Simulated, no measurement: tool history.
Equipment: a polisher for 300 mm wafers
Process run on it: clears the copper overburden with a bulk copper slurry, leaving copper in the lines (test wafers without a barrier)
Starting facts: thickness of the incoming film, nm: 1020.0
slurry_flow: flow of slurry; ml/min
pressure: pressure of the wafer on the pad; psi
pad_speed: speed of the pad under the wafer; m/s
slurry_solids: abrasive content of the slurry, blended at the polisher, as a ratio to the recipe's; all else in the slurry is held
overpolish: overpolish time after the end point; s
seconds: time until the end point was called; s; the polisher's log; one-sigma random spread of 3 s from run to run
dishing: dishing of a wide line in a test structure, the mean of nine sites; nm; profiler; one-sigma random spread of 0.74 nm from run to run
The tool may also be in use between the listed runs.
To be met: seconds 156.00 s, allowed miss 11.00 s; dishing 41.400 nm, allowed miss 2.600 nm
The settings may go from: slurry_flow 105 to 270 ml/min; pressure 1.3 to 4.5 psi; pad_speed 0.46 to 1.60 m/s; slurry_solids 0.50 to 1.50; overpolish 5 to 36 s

{"run": 1, "day": 0.0, "slurry_flow": 175, "pressure": 2.9, "pad_speed": 1.02, "slurry_solids": 1.0, "overpolish": 18, "seconds": 119.53, "dishing": 82.797}
{"run": 2, "day": 0.283, "slurry_flow": 175, "pressure": 2.6, "pad_speed": 1.04, "slurry_solids": 1.0, "overpolish": 15, "seconds": 123.41, "dishing": 73.248}
{"run": 3, "day": 0.596, "slurry_flow": 175, "pressure": 2.2, "pad_speed": 1.04, "slurry_solids": 1.0, "overpolish": 15, "seconds": 145.33, "dishing": 62.623}
{"run": 4, "day": 0.662, "slurry_flow": 175, "pressure": 2.1, "pad_speed": 1.06, "slurry_solids": 1.0, "overpolish": 13, "seconds": 151.33, "dishing": 54.464}
{"run": 5, "day": 0.958, "slurry_flow": 175, "pressure": 2.1, "pad_speed": 1.06, "slurry_solids": 1.0, "overpolish": 18, "seconds": 151.09, "dishing": 66.795}
{"run": 6, "day": 1.075, "slurry_flow": 160, "pressure": 2.1, "pad_speed": 1.06, "slurry_solids": 1.0, "overpolish": 18, "seconds": 154.96, "dishing": 69.064}
{"run": 7, "day": 1.396, "slurry_flow": 170, "pressure": 2.0, "pad_speed": 1.06, "slurry_solids": 1.0, "overpolish": 16, "seconds": 160.39, "dishing": 62.12}
{"run": 8, "day": 1.579, "slurry_flow": 175, "pressure": 2.0, "pad_speed": 1.06, "slurry_solids": 1.0, "overpolish": 14, "seconds": 156.56, "dishing": 53.547}
{"run": 9, "day": 1.742, "slurry_flow": 185, "pressure": 1.9, "pad_speed": 1.06, "slurry_solids": 1.0, "overpolish": 13, "seconds": 159.55, "dishing": 51.086}
{"run": 10, "day": 1.942, "slurry_flow": 190, "pressure": 1.9, "pad_speed": 1.06, "slurry_solids": 1.0, "overpolish": 12, "seconds": 163.63, "dishing": 46.649}
{"run": 11, "day": 2.062, "slurry_flow": 195, "pressure": 1.9, "pad_speed": 1.06, "slurry_solids": 1.0, "overpolish": 12, "seconds": 159.69, "dishing": 48.767}
{"run": 12, "day": 2.125, "slurry_flow": 195, "pressure": 1.9, "pad_speed": 1.06, "slurry_solids": 1.0, "overpolish": 11, "seconds": 166.78, "dishing": 44.763}

Next run, 5 choices. One meets every target within its allowed miss, the rest don't. Which?
{"run": "A", "day": 2.188, "slurry_flow": 165, "pressure": 1.7, "pad_speed": 1.08, "slurry_solids": 0.95, "overpolish": 12, "seconds": "?", "dishing": "?"}
{"run": "B", "day": 2.188, "slurry_flow": 210, "pressure": 2.1, "pad_speed": 1.02, "slurry_solids": 1.0, "overpolish": 9, "seconds": "?", "dishing": "?"}
{"run": "C", "day": 2.188, "slurry_flow": 240, "pressure": 2.2, "pad_speed": 0.92, "slurry_solids": 1.0, "overpolish": 12, "seconds": "?", "dishing": "?"}
{"run": "D", "day": 2.188, "slurry_flow": 215, "pressure": 1.6, "pad_speed": 0.98, "slurry_solids": 1.45, "overpolish": 11, "seconds": "?", "dishing": "?"}
{"run": "E", "day": 2.188, "slurry_flow": 195, "pressure": 2.0, "pad_speed": 1.08, "slurry_solids": 0.95, "overpolish": 11, "seconds": "?", "dishing": "?"}

move=A seconds=187.11 dishing=43.658
move=B seconds=153.82 dishing=41.424
move=C seconds=158.69 dishing=50.807
move=D seconds=192.82 dishing=39.627
move=E seconds=156.00 dishing=47.722
A: meets the target for the result that was furthest off, but another lies outside its allowed miss
B: all results in spec
C: further off than the last run
D: meets the target for the result that was furthest off, but another lies outside its allowed miss
E: further off than the last run
Answer: B

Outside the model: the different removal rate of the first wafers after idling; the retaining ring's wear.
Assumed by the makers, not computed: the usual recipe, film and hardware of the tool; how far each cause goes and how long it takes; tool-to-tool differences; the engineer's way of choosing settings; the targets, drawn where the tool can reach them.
